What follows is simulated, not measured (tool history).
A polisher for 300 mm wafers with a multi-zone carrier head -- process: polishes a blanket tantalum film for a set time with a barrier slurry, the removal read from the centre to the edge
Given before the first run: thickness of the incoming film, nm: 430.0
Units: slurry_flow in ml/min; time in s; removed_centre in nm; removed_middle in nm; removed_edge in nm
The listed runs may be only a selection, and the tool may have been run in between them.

| run | day | slurry_flow | centre_zone | middle_zone | edge_zone | slurry_solids | time | removed_centre | removed_middle | removed_edge |
|---|---|---|---|---|---|---|---|---|---|---|
| 1 | 0 | 260 | 1 | 1 | 1 | 1 | 84 | 125.74 | 127.28 | 133.03 |
| 2 | 0.092 | 260 | 1 | 1 | 1 | 1 | 96 | 142.21 | 145.03 | 152.7 |
| 3 | 0.417 | 265 | 1.02 | 1.03 | 1.05 | 1.15 | 97 | 153.62 | 155.47 | 161.96 |
| 4 | 0.796 | 265 | 1.09 | 1.03 | 1.05 | 1.15 | 97 | 165.12 | 153.76 | 162.58 |
| 5 | 0.875 | 265 | 1.09 | 1.03 | 1.05 | 1.15 | 80 | 136.28 | 131.79 | 134.21 |
| 6 | 1.083 | 265 | 1.09 | 1.03 | 1.12 | 1.15 | 80 | 135.43 | 129.86 | 137.36 |
| 7 | 1.267 | 270 | 1.07 | 1.05 | 1.14 | 1.25 | 88 | 148.67 | 145.34 | 155.35 |
| 8 | 1.342 | 275 | 1.06 | 1.08 | 1.15 | 1.35 | 93 | 158.28 | 158.86 | 168.64 |

Run 9 is up next; what results do you expect?
| 9 | 1.533 | 280 | 1.06 | 1.1 | 1.16 | 1.4 | 97 | ? | ? | ? |

removed_centre: 168.64 nm
removed_middle: 172.09 nm
removed_edge: 177.28 nm
